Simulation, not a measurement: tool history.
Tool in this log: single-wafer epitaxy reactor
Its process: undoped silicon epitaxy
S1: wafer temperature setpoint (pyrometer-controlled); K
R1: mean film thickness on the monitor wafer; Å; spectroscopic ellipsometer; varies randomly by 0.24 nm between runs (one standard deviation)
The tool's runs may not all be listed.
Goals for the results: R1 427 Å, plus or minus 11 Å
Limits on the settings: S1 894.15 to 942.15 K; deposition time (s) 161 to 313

{"run": 1, "hour": 0.0, "S1": 918.15, "deposition time (s)": 237, "R1": 326.8}
{"run": 2, "hour": 7.6, "S1": 918.15, "deposition time (s)": 253, "R1": 346.73}
{"run": 3, "hour": 14.7, "S1": 918.15, "deposition time (s)": 284, "R1": 394.29}
{"run": 4, "hour": 18.3, "S1": 918.15, "deposition time (s)": 266, "R1": 368.01}
{"run": 5, "hour": 21.4, "S1": 919.15, "deposition time (s)": 266, "R1": 373.27}
{"run": 6, "hour": 24.8, "S1": 920.15, "deposition time (s)": 266, "R1": 380.83}
{"run": 7, "hour": 28.1, "S1": 921.15, "deposition time (s)": 266, "R1": 390.66}
{"run": 8, "hour": 30.1, "S1": 922.15, "deposition time (s)": 266, "R1": 393.72}
{"run": 9, "hour": 34.6, "S1": 923.15, "deposition time (s)": 266, "R1": 403.92}

Next run, 5 choices. One meets every target within its allowed miss, the rest don't. Which?
{"run": "A", "hour": 39.1, "S1": 919.15, "deposition time (s)": 264, "R1": "?"}
{"run": "B", "hour": 39.1, "S1": 921.15, "deposition time (s)": 292, "R1": "?"}
{"run": "C", "hour": 39.1, "S1": 920.15, "deposition time (s)": 266, "R1": "?"}
{"run": "D", "hour": 39.1, "S1": 921.15, "deposition time (s)": 270, "R1": "?"}
{"run": "E", "hour": 39.1, "S1": 918.15, "deposition time (s)": 275, "R1": "?"}

move=A R1=372.94
move=B R1=428.73
move=C R1=383.1
move=D R1=396.43
move=E R1=381.03
A: misses by more than the last run did
B: hits every target within its allowed miss
C: misses by more than the last run did
D: misses by more than the last run did
E: misses by more than the last run did
B meets every target.
